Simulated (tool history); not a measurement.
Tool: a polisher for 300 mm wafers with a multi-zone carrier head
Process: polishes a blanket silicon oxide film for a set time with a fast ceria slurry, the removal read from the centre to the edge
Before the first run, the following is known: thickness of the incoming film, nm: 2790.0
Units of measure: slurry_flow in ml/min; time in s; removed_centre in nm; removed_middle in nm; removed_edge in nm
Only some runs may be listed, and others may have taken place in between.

run  hour  slurry_flow  centre_zone  middle_zone  edge_zone  time  removed_centre  removed_middle  removed_edge
  1     0          300            1            1          1    55          639.62          693.93        693.73
  2   4.9          295            1         0.97       0.99    55          638.53          689.81        687.78
  3  12.7          295         1.01         0.95          1    54          633.56          656.57        686.22
  4  16.6          290         1.01         0.93       0.99    54          631.32          617.64        670.08
  5  21.9          290         0.93         0.93       0.99    54          577.97          640.67        683.33
  6  28.4          315         0.93         0.93       0.99    54          589.23          640.54        684.16
  7  36.4          315         0.93         0.93       0.99    54          585.02          640.52         676.7
  8  37.1          320         0.93         0.92       0.98    54          589.11          630.07        674.59

Run 9, settings as shown, results not yet in. Your forecast:
     45.4  -- centre zone pressure recalibrated
  9  45.4          325         0.93         0.91       0.97    54               ?               ?             ?

Run 9 came out at removed_centre 640.5 nm, removed_middle 635.96 nm, removed_edge 671.38 nm.
